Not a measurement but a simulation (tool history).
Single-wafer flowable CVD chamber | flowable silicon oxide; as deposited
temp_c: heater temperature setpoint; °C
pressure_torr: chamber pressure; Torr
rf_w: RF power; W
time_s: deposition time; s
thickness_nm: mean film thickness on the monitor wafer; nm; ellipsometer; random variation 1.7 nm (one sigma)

{"run": 1, "hour": 0.0, "temp_c": 105, "pressure_torr": 1.03, "rf_w": 2320, "time_s": 639, "thickness_nm": 461.01}
{"run": 2, "hour": 5.6, "temp_c": 108, "pressure_torr": 1.03, "rf_w": 2320, "time_s": 639, "thickness_nm": 420.74}
{"run": 3, "hour": 11.3, "temp_c": 104, "pressure_torr": 1.03, "rf_w": 2320, "time_s": 639, "thickness_nm": 464.65}
{"run": 4, "hour": 16.1, "temp_c": 104, "pressure_torr": 1.03, "rf_w": 2320, "time_s": 639, "thickness_nm": 473.65}
{"run": 5, "hour": 20.2, "temp_c": 108, "pressure_torr": 1.03, "rf_w": 2320, "time_s": 639, "thickness_nm": 415.97}
{"run": 6, "hour": 23.8, "temp_c": 108, "pressure_torr": 1.03, "rf_w": 2065, "time_s": 639, "thickness_nm": 407.28}
{"run": 7, "hour": 28.7, "temp_c": 111, "pressure_torr": 1.03, "rf_w": 2065, "time_s": 639, "thickness_nm": 373.95}
{"hour": 34.3, "done": "capacitance manometer re-zeroed and calibrated"}
{"run": 8, "hour": 34.3, "temp_c": 113, "pressure_torr": 1.03, "rf_w": 2065, "time_s": 639, "thickness_nm": 341.3}
{"run": 9, "hour": 39.3, "temp_c": 114, "pressure_torr": 1.03, "rf_w": 2065, "time_s": 639, "thickness_nm": 332.51}
{"run": 10, "hour": 47.7, "temp_c": 114, "pressure_torr": 1.03, "rf_w": 2065, "time_s": 639, "thickness_nm": 331.96}
{"run": 11, "hour": 52.7, "temp_c": 115, "pressure_torr": 1.03, "rf_w": 2065, "time_s": 639, "thickness_nm": 322.06}

The next listed run, before its measurement:
{"run": 12, "hour": 57.4, "temp_c": 116, "pressure_torr": 1.03, "rf_w": 2065, "time_s": 639, "thickness_nm": "?"}

thickness_nm: 309.21 nm
